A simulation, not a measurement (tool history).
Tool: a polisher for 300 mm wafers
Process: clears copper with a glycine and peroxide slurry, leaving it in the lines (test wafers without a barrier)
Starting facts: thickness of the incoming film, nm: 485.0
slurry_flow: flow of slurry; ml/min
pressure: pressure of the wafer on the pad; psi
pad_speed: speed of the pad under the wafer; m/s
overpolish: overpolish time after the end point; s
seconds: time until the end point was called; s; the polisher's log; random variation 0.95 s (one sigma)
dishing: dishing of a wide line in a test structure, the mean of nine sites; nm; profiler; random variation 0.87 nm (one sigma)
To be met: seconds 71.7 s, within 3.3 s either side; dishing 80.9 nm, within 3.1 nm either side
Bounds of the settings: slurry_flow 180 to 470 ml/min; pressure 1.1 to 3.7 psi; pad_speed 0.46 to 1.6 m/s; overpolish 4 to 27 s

{"run": 1, "hour": 0.0, "slurry_flow": 300, "pressure": 2.4, "pad_speed": 1.02, "overpolish": 14, "seconds": 96.867, "dishing": 42.156}
{"run": 2, "hour": 6.6, "slurry_flow": 300, "pressure": 2.4, "pad_speed": 1.02, "overpolish": 17, "seconds": 98.483, "dishing": 50.119}
{"run": 3, "hour": 14.7, "slurry_flow": 300, "pressure": 2.6, "pad_speed": 1.02, "overpolish": 18, "seconds": 91.639, "dishing": 54.362}
{"run": 4, "hour": 20.3, "slurry_flow": 300, "pressure": 2.6, "pad_speed": 1.02, "overpolish": 20, "seconds": 93.529, "dishing": 59.621}
{"run": 5, "hour": 24.6, "slurry_flow": 300, "pressure": 2.8, "pad_speed": 1.02, "overpolish": 20, "seconds": 88.12, "dishing": 62.371}
{"run": 6, "hour": 29.5, "slurry_flow": 300, "pressure": 2.8, "pad_speed": 1.02, "overpolish": 15, "seconds": 86.339, "dishing": 49.727}
{"run": 7, "hour": 33.7, "slurry_flow": 300, "pressure": 2.9, "pad_speed": 1.04, "overpolish": 16, "seconds": 83.489, "dishing": 53.891}
{"run": 8, "hour": 40.7, "slurry_flow": 300, "pressure": 3, "pad_speed": 1.06, "overpolish": 17, "seconds": 80.71, "dishing": 58.05}

Which one of the following 5 next-run settings gets every result inside its allowed miss? There is exactly one.
{"run": "A", "hour": 47.7, "slurry_flow": 275, "pressure": 3.5, "pad_speed": 1.22, "overpolish": 18, "seconds": "?", "dishing": "?"}
{"run": "B", "hour": 47.7, "slurry_flow": 365, "pressure": 3.6, "pad_speed": 1.1, "overpolish": 22, "seconds": "?", "dishing": "?"}
{"run": "C", "hour": 47.7, "slurry_flow": 260, "pressure": 3, "pad_speed": 1.24, "overpolish": 24, "seconds": "?", "dishing": "?"}
{"run": "D", "hour": 47.7, "slurry_flow": 335, "pressure": 2.7, "pad_speed": 1.54, "overpolish": 19, "seconds": "?", "dishing": "?"}
{"run": "E", "hour": 47.7, "slurry_flow": 345, "pressure": 3.4, "pad_speed": 1.26, "overpolish": 17, "seconds": "?", "dishing": "?"}

move=A seconds=63.45 dishing=73.607
move=B seconds=66.061 dishing=82.263
move=C seconds=71.623 dishing=80.85
move=D seconds=63.148 dishing=74.189
move=E seconds=61.857 dishing=71.8
A: an improvement on the last run, though not all results are within tolerance
B: corrects the largest miss of the last run, while another result sits out of spec
C: hits every target within its allowed miss
D: an improvement on the last run, though not all results are within tolerance
E: an improvement on the last run, though not all results are within tolerance
C meets every target.

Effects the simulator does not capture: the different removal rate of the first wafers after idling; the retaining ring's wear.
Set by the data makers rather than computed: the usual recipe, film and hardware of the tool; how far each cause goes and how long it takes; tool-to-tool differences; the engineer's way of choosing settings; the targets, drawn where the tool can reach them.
